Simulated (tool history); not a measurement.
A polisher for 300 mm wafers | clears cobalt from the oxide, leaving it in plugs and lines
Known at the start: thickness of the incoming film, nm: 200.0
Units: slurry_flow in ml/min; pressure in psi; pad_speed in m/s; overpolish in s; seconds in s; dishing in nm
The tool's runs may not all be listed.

| run | hour | slurry_flow | pressure | pad_speed | overpolish | seconds | dishing |
|---|---|---|---|---|---|---|---|
| 1 | 0.0 | 280 | 1.4 | 1.08 | 11 | 49.244 | 10.8830 |
| 2 | 0.8 | 275 | 1.4 | 1.08 | 10 | 51.625 | 10.8880 |
| 3 | 7.9 | 290 | 1.4 | 1.08 | 9 | 49.541 | 10.8380 |
| 4 | 14.7 | 290 | 1.4 | 1.32 | 9 | 41.535 | 10.7950 |
| 5 | 19.2 | 320 | 1.4 | 1.32 | 9 | 41.740 | 10.9980 |
| 6 | 27.3 | 305 | 1.3 | 1.34 | 8 | 44.995 | 10.6390 |
| 7 | 29.7 | 290 | 1.2 | 1.38 | 7 | 46.870 | 10.3830 |
| 8 | 32.5 | 275 | 1.1 | 1.42 | 7 | 50.477 | 10.2040 |
| 9 | 34.9 | 275 | 1.1 | 1.42 | 7 | 49.759 | 10.1740 |
| 10 | 37.1 | 265 | 1.0 | 1.44 | 7 | 54.746 | 9.9434 |
| 11 | 43.5 | 255 | 1.0 | 1.46 | 7 | 54.544 | 9.6275 |
| 12 | 50.4 | 245 | 1.0 | 1.48 | 7 | 53.842 | 9.9269 |
| 13 | 54.9 | 235 | 1.0 | 1.50 | 7 | 53.970 | 10.1280 |

Run 14 comes next. What will it give?
| 14 | 56.5 | 255 | 1.0 | 1.50 | 7 | ? | ? |

Run 14 gave seconds 51.191 s, dishing 9.9083 nm.
